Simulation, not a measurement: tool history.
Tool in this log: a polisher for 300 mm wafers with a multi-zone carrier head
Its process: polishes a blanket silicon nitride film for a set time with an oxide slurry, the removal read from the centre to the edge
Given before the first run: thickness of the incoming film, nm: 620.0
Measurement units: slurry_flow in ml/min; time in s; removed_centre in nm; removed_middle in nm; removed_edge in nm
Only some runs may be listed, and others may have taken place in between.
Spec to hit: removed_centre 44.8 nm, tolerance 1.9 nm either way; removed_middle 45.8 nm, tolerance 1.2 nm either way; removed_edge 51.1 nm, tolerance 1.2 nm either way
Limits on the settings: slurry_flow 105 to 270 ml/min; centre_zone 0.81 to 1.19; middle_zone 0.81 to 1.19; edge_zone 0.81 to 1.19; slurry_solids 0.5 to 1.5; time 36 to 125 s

| run | hour | slurry_flow | centre_zone | middle_zone | edge_zone | slurry_solids | time | removed_centre | removed_middle | removed_edge |
|---|---|---|---|---|---|---|---|---|---|---|
| 1 | 0 | 175 | 1 | 1 | 1 | 1 | 80 | 68.656 | 71.486 | 69.276 |
| 2 | 5 | 175 | 1 | 1 | 1 | 1.1 | 80 | 71.801 | 75.035 | 71.724 |
| 3 | 6.7 | 165 | 0.97 | 0.96 | 0.97 | 0.95 | 80 | 64.144 | 67.732 | 66.545 |
| 4 | 8.2 | 155 | 0.96 | 0.93 | 0.96 | 0.85 | 79 | 60.075 | 60.389 | 61.191 |
| 5 | 15.5 | 155 | 0.96 | 1.01 | 0.96 | 0.85 | 79 | 59.432 | 65.289 | 61.599 |
| 6 | 23.6 | 155 | 1.02 | 1.01 | 0.96 | 0.85 | 79 | 62.306 | 65.053 | 61.288 |
| 7 | 24.8 | 145 | 0.98 | 0.97 | 0.96 | 0.75 | 79 | 55.147 | 59.098 | 57.806 |
|  | 29 | edge zone pressure recalibrated |
| 8 | 29 | 145 | 0.98 | 0.97 | 0.96 | 0.75 | 79 | 56.065 | 59.352 | 58.851 |

Consider the 4 candidate settings below. Which is the only one whose results all fall within their allowed miss of target?
| A | 33.2 | 130 | 0.99 | 0.93 | 1.01 | 0.8 | 91 | ? | ? | ? |
| B | 33.2 | 185 | 1.06 | 1.11 | 0.81 | 1 | 83 | ? | ? | ? |
| C | 33.2 | 155 | 0.93 | 0.88 | 1 | 0.55 | 77 | ? | ? | ? |
| D | 33.2 | 165 | 0.92 | 0.91 | 1.07 | 0.75 | 68 | ? | ? | ? |

| move | removed_centre | removed_middle | removed_edge |
|---|---|---|---|
| A | 66.181 | 65.112 | 70.227 |
| B | 77.53 | 81.785 | 68.993 |
| C | 46.029 | 45.844 | 51.003 |
| D | 47.359 | 48.938 | 54.048 |
A: misses by more than the last run did
B: misses by more than the last run did
C: meets every target
D: closes in on the targets versus the last run, not all within tolerance yet
C meets every target.
